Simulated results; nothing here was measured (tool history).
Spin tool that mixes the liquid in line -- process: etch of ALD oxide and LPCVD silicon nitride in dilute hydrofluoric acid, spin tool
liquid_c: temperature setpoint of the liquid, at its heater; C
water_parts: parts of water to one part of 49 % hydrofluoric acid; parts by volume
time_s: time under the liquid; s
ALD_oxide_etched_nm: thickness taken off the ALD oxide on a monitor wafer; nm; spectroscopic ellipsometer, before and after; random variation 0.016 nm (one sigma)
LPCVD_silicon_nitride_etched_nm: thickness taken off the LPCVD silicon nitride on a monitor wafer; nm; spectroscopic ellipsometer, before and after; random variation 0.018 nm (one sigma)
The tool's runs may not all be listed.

run,day,liquid_c,water_parts,time_s,ALD_oxide_etched_nm,LPCVD_silicon_nitride_etched_nm
1,0,26,115,30,7.6535,0.22219
2,0.158,23.5,125,30,6.3339,0.15202
3,0.271,25,125,30,6.6341,0.16784
4,0.35,27,125,30,7.1813,0.20586
5,0.612,24.5,135,30,5.9673,0.1586
6,0.988,23,135,30,5.6413,0.14719

Expected results for the next run?
7,1.292,21.5,140,30,?,?

{"run 7": {"ALD_oxide_etched_nm": 5.1109, "LPCVD_silicon_nitride_etched_nm": 0.10728}}
